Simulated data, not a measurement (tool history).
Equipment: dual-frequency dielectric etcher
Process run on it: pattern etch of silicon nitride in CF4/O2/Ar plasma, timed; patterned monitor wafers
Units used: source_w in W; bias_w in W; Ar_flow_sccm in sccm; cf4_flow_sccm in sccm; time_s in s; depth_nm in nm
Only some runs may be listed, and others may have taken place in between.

run 1 hour=0.0 | source_w=510 bias_w=41 Ar_flow_sccm=133 cf4_flow_sccm=126 time_s=241.0 | depth_nm=482.08
run 2 hour=2.8 | source_w=510 bias_w=41 Ar_flow_sccm=133 cf4_flow_sccm=126 time_s=241.0 | depth_nm=482.17
run 3 hour=5.8 | source_w=430 bias_w=41 Ar_flow_sccm=133 cf4_flow_sccm=126 time_s=241.0 | depth_nm=438.02
run 4 hour=13.0 | source_w=430 bias_w=41 Ar_flow_sccm=133 cf4_flow_sccm=126 time_s=220.5 | depth_nm=400.24
run 5 hour=15.0 | source_w=430 bias_w=41 Ar_flow_sccm=133 cf4_flow_sccm=126 time_s=220.5 | depth_nm=401.09
run 6 hour=23.3 | source_w=450 bias_w=41 Ar_flow_sccm=133 cf4_flow_sccm=126 time_s=220.5 | depth_nm=409.59
run 7 hour=26.1 | source_w=470 bias_w=41 Ar_flow_sccm=133 cf4_flow_sccm=126 time_s=220.5 | depth_nm=418.33
run 8 hour=29.3 | source_w=490 bias_w=41 Ar_flow_sccm=133 cf4_flow_sccm=126 time_s=220.5 | depth_nm=431.92
run 9 hour=30.5 | source_w=510 bias_w=41 Ar_flow_sccm=133 cf4_flow_sccm=126 time_s=220.5 | depth_nm=439.99

Run 10, settings as shown, results not yet in. Your forecast:
run 10 hour=39.1 | source_w=610 bias_w=42 Ar_flow_sccm=132 cf4_flow_sccm=126 time_s=220.5 | depth_nm=?

Logged for run 10: depth_nm 494.50 nm.
